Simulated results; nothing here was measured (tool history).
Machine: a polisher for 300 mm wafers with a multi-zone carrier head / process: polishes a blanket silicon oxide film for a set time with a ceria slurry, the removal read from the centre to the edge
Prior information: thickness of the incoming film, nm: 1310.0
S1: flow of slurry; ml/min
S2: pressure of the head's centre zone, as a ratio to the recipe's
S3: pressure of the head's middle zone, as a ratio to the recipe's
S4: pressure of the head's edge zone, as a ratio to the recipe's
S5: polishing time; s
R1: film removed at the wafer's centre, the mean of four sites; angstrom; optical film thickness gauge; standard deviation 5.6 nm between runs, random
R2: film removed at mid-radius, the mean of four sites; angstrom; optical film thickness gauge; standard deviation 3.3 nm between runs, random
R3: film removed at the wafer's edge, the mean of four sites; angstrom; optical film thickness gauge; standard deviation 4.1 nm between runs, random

run    day   S1    S2    S3    S4  S5      R1      R2      R3
  1      0  175     1     1     1  82    4706  4580.8  4655.9
  2  0.225  215     1     1     1  82  4860.3  4725.2  4766.3
  3  0.575  215     1     1  0.96  82  4888.3    4700  4662.6
  4  0.625  215     1     1  0.96  91  5346.3  5246.9  5186.6
  5  0.992  215  0.99     1  0.98  91  5368.6  5274.1  5212.3
  6  1.225  215  0.99  0.95  0.98  91  5342.6  4994.1  5122.8

What will run 7 give?
  7  1.408  220  0.98  0.96   1  91   ?   ?   ?

For run 7 the tool returned R1 5316.7 angstrom, R2 5070.7 angstrom, R3 5295.3 angstrom.
